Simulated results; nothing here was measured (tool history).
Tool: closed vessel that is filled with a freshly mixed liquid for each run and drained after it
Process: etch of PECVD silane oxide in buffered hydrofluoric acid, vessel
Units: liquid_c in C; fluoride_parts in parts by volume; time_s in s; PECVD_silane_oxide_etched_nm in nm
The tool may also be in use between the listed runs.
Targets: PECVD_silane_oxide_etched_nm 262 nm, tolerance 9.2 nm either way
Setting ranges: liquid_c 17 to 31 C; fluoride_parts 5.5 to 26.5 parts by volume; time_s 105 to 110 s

| run | hour | liquid_c | fluoride_parts | time_s | PECVD_silane_oxide_etched_nm |
|---|---|---|---|---|---|
| 1 | 0 | 23 | 16 | 105 | 195.21 |
| 2 | 6.1 | 24.5 | 16 | 105 | 209.09 |
| 3 | 13.5 | 24.5 | 16 | 110 | 221.18 |
| 4 | 16.6 | 24.5 | 18.5 | 110 | 189.2 |
| 5 | 25.4 | 24.5 | 23 | 110 | 161.94 |
| 6 | 32.1 | 24.5 | 23 | 105 | 154.89 |
| 7 | 38.9 | 26 | 21.5 | 105 | 174.43 |
| 8 | 41.3 | 27.5 | 20.5 | 105 | 195.35 |
| 9 | 46.1 | 28.5 | 19.5 | 105 | 214.38 |

Which one of the following 4 next-run settings gets every result inside its allowed miss? There is exactly one.
| A | 50.9 | 27 | 14.5 | 105 | ? |
| B | 50.9 | 25 | 12.5 | 110 | ? |
| C | 50.9 | 27.5 | 19.5 | 105 | ? |
| D | 50.9 | 28.5 | 18 | 105 | ? |

| move | PECVD_silane_oxide_etched_nm |
|---|---|
| A | 264.02 |
| B | 287.19 |
| C | 202.67 |
| D | 231.29 |
A: in spec on every target
B: takes the result that was furthest off past its target
C: its largest miss is bigger than the last run's
D: nearer than the last run, and not there yet
A is the move that brings every result within its allowed miss.

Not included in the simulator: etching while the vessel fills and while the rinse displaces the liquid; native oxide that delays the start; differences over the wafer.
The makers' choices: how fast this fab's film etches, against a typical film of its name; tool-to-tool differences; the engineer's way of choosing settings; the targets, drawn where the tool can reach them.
